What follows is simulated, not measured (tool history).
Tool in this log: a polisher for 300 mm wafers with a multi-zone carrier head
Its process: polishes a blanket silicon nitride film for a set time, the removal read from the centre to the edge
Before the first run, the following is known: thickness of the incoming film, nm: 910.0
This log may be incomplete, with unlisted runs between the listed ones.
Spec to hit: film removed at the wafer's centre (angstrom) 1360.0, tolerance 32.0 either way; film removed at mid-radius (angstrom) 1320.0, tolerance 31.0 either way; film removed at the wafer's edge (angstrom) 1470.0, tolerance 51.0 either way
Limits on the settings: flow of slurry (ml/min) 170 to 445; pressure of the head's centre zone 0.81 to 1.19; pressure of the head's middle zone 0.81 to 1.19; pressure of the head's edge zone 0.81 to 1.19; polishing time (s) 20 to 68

run	hour	flow of slurry (ml/min)	pressure of the head's centre zone	pressure of the head's middle zone	pressure of the head's edge zone	polishing time (s)	film removed at the wafer's centre (angstrom)	film removed at mid-radius (angstrom)	film removed at the wafer's edge (angstrom)
1	0.0	285	1.00	1.00	1.00	44	1022.3	1037.4	1041.4
2	7.2	285	1.01	1.00	1.04	47	1104.9	1106.4	1152.8
3	12.2	295	1.03	1.01	1.08	48	1164.1	1134.9	1208.2
4	20.6	300	1.03	1.02	1.11	49	1186.6	1190.8	1250.4
5	25.9	300	0.96	1.02	1.11	49	1099.8	1188.2	1239.4
6	31.8	300	0.96	1.10	1.11	49	1103.8	1244.1	1236.2
7	35.7	305	0.98	1.08	1.13	50	1143.1	1262.2	1288.6
8	37.2	315	1.00	1.06	1.14	51	1210.2	1268.3	1325.0
9	41.7	315	1.01	1.05	1.15	52	1227.8	1302.4	1344.7
10	49.1	305	1.02	1.03	1.16	53	1258.8	1274.1	1370.6
11	55.6	315	1.02	1.02	1.17	53	1272.3	1291.5	1378.8
12	64.3	310	1.02	1.01	1.17	54	1299.2	1292.8	1392.5
13	69.2	310	1.02	1.00	1.17	55	1325.5	1302.6	1430.3
14	77.7	315	1.02	1.00	1.17	55	1313.2	1313.0	1407.0
15	83.1	300	1.03	1.01	1.17	55	1329.1	1319.9	1425.5

4 candidate next runs follow, results not yet known. Just one meets every target within its allowed miss. Identify it.
A	88.5	205	1.03	0.98	1.14	60	?	?	?
B	88.5	285	1.02	1.08	1.13	54	?	?	?
C	88.5	400	1.00	1.01	1.13	54	?	?	?
D	88.5	390	1.00	1.00	1.19	53	?	?	?

move	film removed at the wafer's centre (angstrom)	film removed at mid-radius (angstrom)	film removed at the wafer's edge (angstrom)
A	1356.7	1321.3	1484.5
B	1272.9	1351.8	1374.9
C	1291.4	1318.4	1410.3
D	1264.7	1280.5	1418.8
A: meets every target
B: moves away from the targets compared with the last run
C: moves away from the targets compared with the last run
D: moves away from the targets compared with the last run
The move that meets every target is A.

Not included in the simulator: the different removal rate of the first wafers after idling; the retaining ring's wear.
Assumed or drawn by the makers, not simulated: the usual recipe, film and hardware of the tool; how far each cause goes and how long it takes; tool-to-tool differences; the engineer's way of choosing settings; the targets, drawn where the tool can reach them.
